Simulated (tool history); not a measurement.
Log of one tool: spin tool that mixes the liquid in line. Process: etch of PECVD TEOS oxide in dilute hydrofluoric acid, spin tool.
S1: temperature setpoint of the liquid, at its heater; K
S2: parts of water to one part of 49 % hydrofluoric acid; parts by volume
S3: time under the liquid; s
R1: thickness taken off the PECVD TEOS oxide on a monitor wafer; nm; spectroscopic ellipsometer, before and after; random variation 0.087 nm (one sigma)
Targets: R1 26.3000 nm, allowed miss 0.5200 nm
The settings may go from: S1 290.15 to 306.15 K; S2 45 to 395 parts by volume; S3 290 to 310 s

{"run": 1, "hour": 0.0, "S1": 298.15, "S2": 220, "S3": 290, "R1": 13.698}
{"run": 2, "hour": 1.7, "S1": 298.15, "S2": 295, "S3": 290, "R1": 9.4432}
{"run": 3, "hour": 9.3, "S1": 298.15, "S2": 295, "S3": 290, "R1": 9.4739}
{"run": 4, "hour": 11.7, "S1": 299.15, "S2": 270, "S3": 290, "R1": 10.977}
{"run": 5, "hour": 16.1, "S1": 300.15, "S2": 250, "S3": 290, "R1": 12.535}
{"run": 6, "hour": 21.5, "S1": 303.65, "S2": 250, "S3": 290, "R1": 14.133}
{"run": 7, "hour": 24.4, "S1": 304.15, "S2": 235, "S3": 290, "R1": 15.414}
{"run": 8, "hour": 30.8, "S1": 304.65, "S2": 220, "S3": 290, "R1": 17.077}
{"run": 9, "hour": 35.4, "S1": 304.65, "S2": 220, "S3": 290, "R1": 17.238}
{"run": 10, "hour": 39.3, "S1": 304.65, "S2": 210, "S3": 290, "R1": 18.218}
{"run": 11, "hour": 41.9, "S1": 304.65, "S2": 200, "S3": 290, "R1": 19.475}
{"run": 12, "hour": 48.2, "S1": 304.65, "S2": 195, "S3": 290, "R1": 20.032}
{"run": 13, "hour": 56.2, "S1": 304.65, "S2": 190, "S3": 290, "R1": 20.719}

4 next moves are on the table. One of them brings every result within its allowed miss. Which?
{"run": "A", "hour": 64.2, "S1": 304.65, "S2": 165, "S3": 310, "R1": "?"}
{"run": "B", "hour": 64.2, "S1": 306.15, "S2": 185, "S3": 310, "R1": "?"}
{"run": "C", "hour": 64.2, "S1": 304.15, "S2": 180, "S3": 300, "R1": "?"}
{"run": "D", "hour": 64.2, "S1": 303.65, "S2": 140, "S3": 310, "R1": "?"}

move=A R1=26.2430
move=B R1=23.9980
move=C R1=22.4350
move=D R1=30.8640
A: meets every target
B: nearer than the last run, and not there yet
C: nearer than the last run, and not there yet
D: takes the result that was furthest off past its target
Answer: A

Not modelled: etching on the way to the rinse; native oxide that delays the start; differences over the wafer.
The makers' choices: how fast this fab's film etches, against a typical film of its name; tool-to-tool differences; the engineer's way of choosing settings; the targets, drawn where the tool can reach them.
